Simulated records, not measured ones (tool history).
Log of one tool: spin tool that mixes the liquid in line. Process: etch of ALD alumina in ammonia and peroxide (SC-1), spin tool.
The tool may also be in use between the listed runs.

run	hour	temperature setpoint of the liquid (K)	parts of 29 % ammonia solution to one part of 30 % peroxide (parts by volume)	time under the liquid (s)	thickness taken off the ALD alumina on a monitor wafer (Å)
1	0.0	334.15	0.80	65	44.852
2	2.0	330.15	0.80	65	36.385
3	7.0	330.15	0.65	65	35.554
4	14.8	331.15	0.65	65	37.284
5	17.2	328.15	0.65	65	32.291
6	19.0	329.15	0.65	65	33.994
7	22.8	330.15	0.65	65	36.010
8	31.1	331.15	0.65	65	38.389
9	33.4	331.65	0.65	65	39.089
10	39.6	332.15	0.65	65	39.999
11	41.0	332.65	0.65	65	40.911
12	45.7	333.15	0.65	65	42.154
13	47.7	333.65	0.65	65	42.529

Run 14 comes next. What will it give?
14	48.8	334.15	0.65	65	?

Run 14 gave thickness taken off the ALD alumina on a monitor wafer (Å) 44.626.
